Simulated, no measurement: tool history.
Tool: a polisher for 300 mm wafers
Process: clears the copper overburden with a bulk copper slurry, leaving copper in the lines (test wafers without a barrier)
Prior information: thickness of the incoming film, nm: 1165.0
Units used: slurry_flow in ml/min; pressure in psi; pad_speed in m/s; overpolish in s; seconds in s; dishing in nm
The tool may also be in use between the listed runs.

run	day	slurry_flow	pressure	pad_speed	slurry_solids	overpolish	seconds	dishing
1	0.000	220	3.2	0.84	1.00	27	123.73	113.180
2	0.317	220	3.2	0.84	1.15	27	124.40	113.540
3	0.667	220	3.2	0.72	1.15	27	142.92	107.730
4	0.958	220	3.2	0.72	0.95	27	150.96	101.870
5	1.117	215	3.3	0.74	0.95	24	140.00	97.023
6	1.146	215	3.0	0.74	0.95	24	156.47	93.100
# day 1.317: slurry blender recalibrated
7	1.317	215	3.9	0.76	0.95	11	119.01	64.346
8	1.388	215	3.8	0.78	0.95	12	116.28	69.932
9	1.458	215	3.8	0.78	0.95	13	120.38	75.222

Estimate the outcome of run 10 from the log above:
10	1.788	215	3.8	0.78	0.95	14	?	?

For run 10 the tool returned seconds 116.38 s, dishing 79.088 nm.
